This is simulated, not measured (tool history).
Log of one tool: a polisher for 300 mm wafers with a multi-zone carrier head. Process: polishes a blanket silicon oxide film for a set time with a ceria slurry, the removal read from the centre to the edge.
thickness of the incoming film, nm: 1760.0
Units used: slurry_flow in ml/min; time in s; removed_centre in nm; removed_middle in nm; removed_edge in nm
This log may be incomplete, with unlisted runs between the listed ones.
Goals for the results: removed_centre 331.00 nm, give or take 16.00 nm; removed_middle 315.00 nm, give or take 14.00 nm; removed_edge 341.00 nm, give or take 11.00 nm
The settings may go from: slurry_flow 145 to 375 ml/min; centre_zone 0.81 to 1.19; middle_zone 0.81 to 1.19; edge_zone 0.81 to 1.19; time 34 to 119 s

run 1 hour=0.0 | slurry_flow=240 centre_zone=1.00 middle_zone=1.00 edge_zone=1.00 time=76 | removed_centre=259.80 removed_middle=264.18 removed_edge=253.83
run 2 hour=8.8 | slurry_flow=245 centre_zone=1.01 middle_zone=0.99 edge_zone=1.03 time=80 | removed_centre=272.87 removed_middle=277.43 removed_edge=270.90
run 3 hour=15.8 | slurry_flow=245 centre_zone=1.02 middle_zone=0.98 edge_zone=1.05 time=83 | removed_centre=289.54 removed_middle=279.80 removed_edge=282.88
run 4 hour=21.3 | slurry_flow=245 centre_zone=1.10 middle_zone=0.98 edge_zone=1.05 time=83 | removed_centre=311.76 removed_middle=278.77 removed_edge=282.96
run 5 hour=29.1 | slurry_flow=275 centre_zone=1.10 middle_zone=0.98 edge_zone=1.05 time=83 | removed_centre=323.60 removed_middle=288.83 removed_edge=284.15
run 6 hour=37.4 | slurry_flow=270 centre_zone=1.08 middle_zone=0.98 edge_zone=1.07 time=85 | removed_centre=319.20 removed_middle=295.11 removed_edge=293.89
-- hour=39.6 edge zone pressure recalibrated
run 7 hour=39.6 | slurry_flow=265 centre_zone=1.07 middle_zone=0.97 edge_zone=1.09 time=87 | removed_centre=322.45 removed_middle=298.04 removed_edge=310.58
run 8 hour=41.2 | slurry_flow=270 centre_zone=1.07 middle_zone=0.97 edge_zone=1.11 time=87 | removed_centre=319.89 removed_middle=302.01 removed_edge=320.78
run 9 hour=47.3 | slurry_flow=275 centre_zone=1.07 middle_zone=0.97 edge_zone=1.12 time=87 | removed_centre=335.28 removed_middle=303.90 removed_edge=321.83
run 10 hour=56.1 | slurry_flow=275 centre_zone=1.06 middle_zone=0.97 edge_zone=1.13 time=87 | removed_centre=324.62 removed_middle=299.45 removed_edge=320.62
run 11 hour=60.4 | slurry_flow=280 centre_zone=1.06 middle_zone=0.97 edge_zone=1.14 time=87 | removed_centre=321.93 removed_middle=293.89 removed_edge=327.11

Which of these 4 next moves meets every target?
run A hour=64.7 | slurry_flow=280 centre_zone=1.00 middle_zone=0.96 edge_zone=1.12 time=83 | removed_centre=? removed_middle=? removed_edge=?
run B hour=64.7 | slurry_flow=280 centre_zone=1.04 middle_zone=0.97 edge_zone=1.15 time=91 | removed_centre=? removed_middle=? removed_edge=?
run C hour=64.7 | slurry_flow=240 centre_zone=0.92 middle_zone=0.85 edge_zone=1.19 time=96 | removed_centre=? removed_middle=? removed_edge=?
run D hour=64.7 | slurry_flow=300 centre_zone=1.12 middle_zone=0.96 edge_zone=1.15 time=91 | removed_centre=? removed_middle=? removed_edge=?

move=A removed_centre=285.01 removed_middle=282.00 removed_edge=309.53
move=B removed_centre=324.71 removed_middle=311.81 removed_edge=343.96
move=C removed_centre=297.81 removed_middle=289.79 removed_edge=365.11
move=D removed_centre=351.82 removed_middle=311.15 removed_edge=345.84
A: lands further from the targets than the last run did
B: all results in spec
C: lands further from the targets than the last run did
D: the furthest-off result lands on target, but another misses its tolerance
Move B is the one to make.
